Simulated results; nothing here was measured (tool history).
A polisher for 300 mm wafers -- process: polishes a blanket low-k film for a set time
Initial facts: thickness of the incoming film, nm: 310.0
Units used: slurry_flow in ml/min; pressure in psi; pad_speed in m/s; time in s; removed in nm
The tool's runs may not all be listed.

run 1 hour=0 | slurry_flow=155 pressure=1.8 pad_speed=0.98 slurry_solids=1 time=36 | removed=13.62
run 2 hour=1.6 | slurry_flow=150 pressure=1.8 pad_speed=0.98 slurry_solids=1 time=36 | removed=13.473
run 3 hour=2.3 | slurry_flow=145 pressure=1.8 pad_speed=0.98 slurry_solids=1 time=36 | removed=13.405
run 4 hour=7.1 | slurry_flow=145 pressure=1.8 pad_speed=0.74 slurry_solids=1 time=36 | removed=10.79
run 5 hour=11.2 | slurry_flow=145 pressure=1.8 pad_speed=0.74 slurry_solids=0.85 time=36 | removed=9.7014
run 6 hour=15.9 | slurry_flow=150 pressure=1.9 pad_speed=0.74 slurry_solids=0.85 time=36 | removed=10.291
run 7 hour=21.4 | slurry_flow=155 pressure=1.9 pad_speed=0.74 slurry_solids=0.85 time=36 | removed=10.35
run 8 hour=28.1 | slurry_flow=160 pressure=1.9 pad_speed=0.74 slurry_solids=0.85 time=36 | removed=10.349

Expected results for the next run?
run 9 hour=37 | slurry_flow=160 pressure=2 pad_speed=0.74 slurry_solids=0.85 time=36 | removed=?

Run 9 yielded removed 10.72 nm.

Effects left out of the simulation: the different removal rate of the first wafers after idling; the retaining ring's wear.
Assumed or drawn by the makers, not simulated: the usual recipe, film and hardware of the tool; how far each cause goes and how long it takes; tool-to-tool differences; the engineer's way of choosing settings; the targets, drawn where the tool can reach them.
